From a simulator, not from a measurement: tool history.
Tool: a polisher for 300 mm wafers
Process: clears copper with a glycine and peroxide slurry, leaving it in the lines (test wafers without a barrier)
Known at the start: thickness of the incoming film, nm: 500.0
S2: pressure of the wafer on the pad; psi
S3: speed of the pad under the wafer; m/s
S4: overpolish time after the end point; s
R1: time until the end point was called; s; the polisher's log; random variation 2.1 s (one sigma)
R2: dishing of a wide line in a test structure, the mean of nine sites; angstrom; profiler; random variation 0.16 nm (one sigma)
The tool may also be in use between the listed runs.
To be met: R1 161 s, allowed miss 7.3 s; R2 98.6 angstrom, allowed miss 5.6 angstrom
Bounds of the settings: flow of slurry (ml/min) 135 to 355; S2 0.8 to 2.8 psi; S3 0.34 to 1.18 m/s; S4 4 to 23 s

Run 1, hour 0: flow of slurry (ml/min) 225, S2 1.8 psi, S3 0.76 m/s, S4 12 s. Result: R1 167.41 s, R2 274.36 angstrom.
Run 2, hour 4.3: flow of slurry (ml/min) 270, S2 1.8 psi, S3 0.76 m/s, S4 12 s. Result: R1 164.46 s, R2 269.56 angstrom.
Run 3, hour 10.4: flow of slurry (ml/min) 270, S2 1.8 psi, S3 0.76 m/s, S4 9 s. Result: R1 162.46 s, R2 210.78 angstrom.
Run 4, hour 12.8: flow of slurry (ml/min) 285, S2 1.7 psi, S3 0.78 m/s, S4 8 s. Result: R1 165.98 s, R2 187.1 angstrom.
Run 5, hour 18.5: flow of slurry (ml/min) 285, S2 1.7 psi, S3 0.78 m/s, S4 10 s. Result: R1 164.79 s, R2 222.14 angstrom.
Run 6, hour 23.9: flow of slurry (ml/min) 285, S2 1.7 psi, S3 0.64 m/s, S4 10 s. Result: R1 186.71 s, R2 202.8 angstrom.
Run 7, hour 30.4: flow of slurry (ml/min) 295, S2 1.5 psi, S3 0.72 m/s, S4 9 s. Result: R1 185.35 s, R2 184.39 angstrom.
Run 8, hour 37.5: flow of slurry (ml/min) 305, S2 1.4 psi, S3 0.78 m/s, S4 8 s. Result: R1 181.63 s, R2 171.39 angstrom.
Run 9, hour 42.4: flow of slurry (ml/min) 315, S2 1.3 psi, S3 0.82 m/s, S4 7 s. Result: R1 177.76 s, R2 151.92 angstrom.
Run 10, hour 43.8: flow of slurry (ml/min) 320, S2 1.2 psi, S3 0.86 m/s, S4 6 s. Result: R1 179.98 s, R2 130.78 angstrom.
Run 11, hour 51.3: flow of slurry (ml/min) 325, S2 1.1 psi, S3 0.9 m/s, S4 6 s. Result: R1 184.18 s, R2 127.64 angstrom.
Run 12, hour 55.8: flow of slurry (ml/min) 330, S2 1 psi, S3 0.94 m/s, S4 6 s. Result: R1 187.35 s, R2 126.14 angstrom.
Run 13, hour 62.5: flow of slurry (ml/min) 335, S2 1 psi, S3 0.98 m/s, S4 6 s. Result: R1 179.55 s, R2 132.68 angstrom.
Run 14, hour 65.7: flow of slurry (ml/min) 340, S2 1 psi, S3 1 m/s, S4 6 s. Result: R1 178.41 s, R2 135.21 angstrom.

Which of these 4 next moves meets every target?
Run A, hour 68.9: flow of slurry (ml/min) 285, S2 1 psi, S3 0.94 m/s, S4 4 s. Result: R1 ?, R2 ?.
Run B, hour 68.9: flow of slurry (ml/min) 310, S2 0.8 psi, S3 1.14 m/s, S4 4 s. Result: R1 ?, R2 ?.
Run C, hour 68.9: flow of slurry (ml/min) 355, S2 1.1 psi, S3 1.1 m/s, S4 4 s. Result: R1 ?, R2 ?.
Run D, hour 68.9: flow of slurry (ml/min) 305, S2 1.4 psi, S3 0.8 m/s, S4 4 s. Result: R1 ?, R2 ?.

move      R1      R2
   A  191.91  83.266
   B  184.22  86.397
   C  162.39   97.78
   D  181.85  87.978
A: takes the result that was furthest off past its target
B: takes the result that was furthest off past its target
C: meets every target
D: takes the result that was furthest off past its target
Move C is the one to make.
